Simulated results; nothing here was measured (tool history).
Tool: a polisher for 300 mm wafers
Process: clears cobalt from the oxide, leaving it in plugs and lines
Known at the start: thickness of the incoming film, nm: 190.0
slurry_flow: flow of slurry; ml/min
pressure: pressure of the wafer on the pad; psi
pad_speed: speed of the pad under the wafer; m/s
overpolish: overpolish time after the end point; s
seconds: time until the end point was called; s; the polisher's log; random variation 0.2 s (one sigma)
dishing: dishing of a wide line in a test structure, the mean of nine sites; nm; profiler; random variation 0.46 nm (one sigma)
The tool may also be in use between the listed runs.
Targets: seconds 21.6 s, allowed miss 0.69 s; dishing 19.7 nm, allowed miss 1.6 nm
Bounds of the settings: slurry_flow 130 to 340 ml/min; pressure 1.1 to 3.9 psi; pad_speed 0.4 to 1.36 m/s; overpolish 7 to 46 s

run,day,slurry_flow,pressure,pad_speed,overpolish,seconds,dishing
1,0,220,2.5,0.88,24,30.155,20.751
2,0.029,220,2.5,0.88,33,30.371,21.739
3,0.062,220,2.5,0.88,26,30.282,21.199
4,0.112,220,2.7,0.88,22,28.07,20.765
5,0.462,220,2.7,0.76,22,32.77,21.517
6,0.525,215,3,0.78,18,29.674,20.827
7,0.642,225,3.3,0.78,15,27.099,21.55
8,0.796,200,3.4,0.82,13,25.924,20.908
9,1.012,185,3.5,0.84,11,24.778,21.3
10,1.075,200,3.5,0.86,10,24.414,19.97
# day 1.188: slurry nozzle cleaned
11,1.188,200,3.5,0.86,10,22.468,20.854
12,1.412,200,3.5,0.86,9,22.551,20.323
13,1.454,205,3.5,0.86,8,22.578,20.453
14,1.738,210,3.5,0.86,8,22.344,19.296
15,1.892,215,3.5,0.86,9,22.175,19.87
16,1.933,220,3.5,0.86,9,21.978,20.171

5 next moves are on the table. One of them brings every result within its allowed miss. Which?
A,1.975,265,2.9,0.94,8,?,?
B,1.975,235,3,1,7,?,?
C,1.975,210,3.4,0.86,11,?,?
D,1.975,250,3.6,0.8,12,?,?
E,1.975,230,3.4,0.86,7,?,?

move,seconds,dishing
A,23.077,20.2
B,21.42,19.983
C,22.67,20.94
D,22.683,21.048
E,22.409,19.822
A: further off than the last run
B: meets every target
C: further off than the last run
D: further off than the last run
E: further off than the last run
Move B is the one to make.

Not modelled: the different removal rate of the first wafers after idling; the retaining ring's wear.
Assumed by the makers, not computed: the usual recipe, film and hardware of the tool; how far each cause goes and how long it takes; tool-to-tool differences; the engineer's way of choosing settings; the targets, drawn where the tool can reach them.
